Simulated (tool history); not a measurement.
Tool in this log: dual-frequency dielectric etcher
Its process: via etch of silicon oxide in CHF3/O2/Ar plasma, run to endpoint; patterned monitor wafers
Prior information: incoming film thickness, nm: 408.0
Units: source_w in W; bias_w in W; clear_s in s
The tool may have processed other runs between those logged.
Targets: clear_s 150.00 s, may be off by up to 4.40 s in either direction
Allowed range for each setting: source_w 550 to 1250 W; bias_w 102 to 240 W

| run | hour | source_w | bias_w | clear_s |
|---|---|---|---|---|
| 1 | 0.0 | 900 | 171 | 172.24 |
| 2 | 4.1 | 800 | 171 | 178.75 |
| 3 | 11.1 | 860 | 177 | 172.44 |
| 4 | 14.3 | 970 | 177 | 167.18 |
| 5 | 18.4 | 970 | 159 | 172.95 |
| 6 | 24.6 | 910 | 159 | 176.01 |
| 7 | 33.0 | 910 | 159 | 176.25 |
| 8 | 40.5 | 960 | 167 | 169.91 |
| 9 | 42.0 | 1000 | 172 | 166.24 |
| 10 | 49.5 | 1030 | 176 | 162.77 |
| 11 | 50.7 | 1060 | 179 | 162.25 |
| 12 | 55.1 | 1080 | 183 | 159.14 |
| 13 | 59.8 | 1100 | 186 | 157.34 |
| 14 | 65.3 | 1120 | 188 | 157.11 |
| 15 | 72.6 | 1140 | 191 | 155.28 |

Next run, 5 choices. One meets every target within its allowed miss, the rest don't. Which?
| A | 79.9 | 1250 | 231 | ? |
| B | 79.9 | 1250 | 222 | ? |
| C | 79.9 | 1210 | 203 | ? |
| D | 79.9 | 1250 | 234 | ? |
| E | 79.9 | 1250 | 240 | ? |

| move | clear_s |
|---|---|
| A | 141.79 |
| B | 143.53 |
| C | 149.00 |
| D | 141.22 |
| E | 140.12 |
A: takes the biggest miss from the last run beyond its target
B: takes the biggest miss from the last run beyond its target
C: every result within its allowed miss
D: takes the biggest miss from the last run beyond its target
E: takes the biggest miss from the last run beyond its target
C is the move that brings every result within its allowed miss.

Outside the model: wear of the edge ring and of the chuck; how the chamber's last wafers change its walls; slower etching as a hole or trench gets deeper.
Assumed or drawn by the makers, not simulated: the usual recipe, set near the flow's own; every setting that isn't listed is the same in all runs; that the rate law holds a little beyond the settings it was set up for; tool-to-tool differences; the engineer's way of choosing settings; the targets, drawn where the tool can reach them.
